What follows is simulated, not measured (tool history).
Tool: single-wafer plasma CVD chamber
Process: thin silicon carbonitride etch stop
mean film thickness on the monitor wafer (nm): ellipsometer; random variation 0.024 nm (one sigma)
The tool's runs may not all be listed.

run,hour,RF power (W),deposition time (s),mean film thickness on the monitor wafer (nm)
1,0.0,200,17.9,9.9626
2,1.4,200,19.6,10.9060
3,5.4,190,18.9,10.3630
4,12.0,185,18.3,9.8950
5,18.7,180,17.9,9.5676
6,27.2,175,17.6,9.3628

The next listed run, before its measurement:
7,30.3,170,17.3,?

Run 7 gave mean film thickness on the monitor wafer (nm) 9.0792.
